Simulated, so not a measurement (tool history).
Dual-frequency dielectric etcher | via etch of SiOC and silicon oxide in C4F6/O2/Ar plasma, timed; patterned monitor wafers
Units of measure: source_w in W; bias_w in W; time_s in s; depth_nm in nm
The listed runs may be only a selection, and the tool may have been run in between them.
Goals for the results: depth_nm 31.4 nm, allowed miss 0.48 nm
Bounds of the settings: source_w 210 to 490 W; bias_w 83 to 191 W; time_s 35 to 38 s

run  hour  source_w  bias_w  time_s  depth_nm
  1     0       350     137      38    36.405
  2   1.8       350     137      38    36.515
  3   8.1       310     135      38    35.052
  4  14.6       310     115      38    32.924
  5  18.2       310     115      35    30.666
  6  21.2       260     115      35    28.665
  7  28.6       280     116      35    29.594
  8  36.1       290     116      35    29.785
  9  42.7       300     116      35    30.224

5 next moves are on the table. One of them brings every result within its allowed miss. Which?
  A  49.3       260     110    35.5         ?
  B  49.3       300     116    37.5         ?
  C  49.3       290     108      35         ?
  D  49.3       280     126      36         ?
  E  49.3       310     148      35         ?

move  depth_nm
   A    28.825
   B     32.44
   C    29.269
   D    31.278
   E    33.141
A: lands further from the targets than the last run did
B: takes the biggest miss from the last run beyond its target
C: lands further from the targets than the last run did
D: all results in spec
E: takes the biggest miss from the last run beyond its target
D meets every target.

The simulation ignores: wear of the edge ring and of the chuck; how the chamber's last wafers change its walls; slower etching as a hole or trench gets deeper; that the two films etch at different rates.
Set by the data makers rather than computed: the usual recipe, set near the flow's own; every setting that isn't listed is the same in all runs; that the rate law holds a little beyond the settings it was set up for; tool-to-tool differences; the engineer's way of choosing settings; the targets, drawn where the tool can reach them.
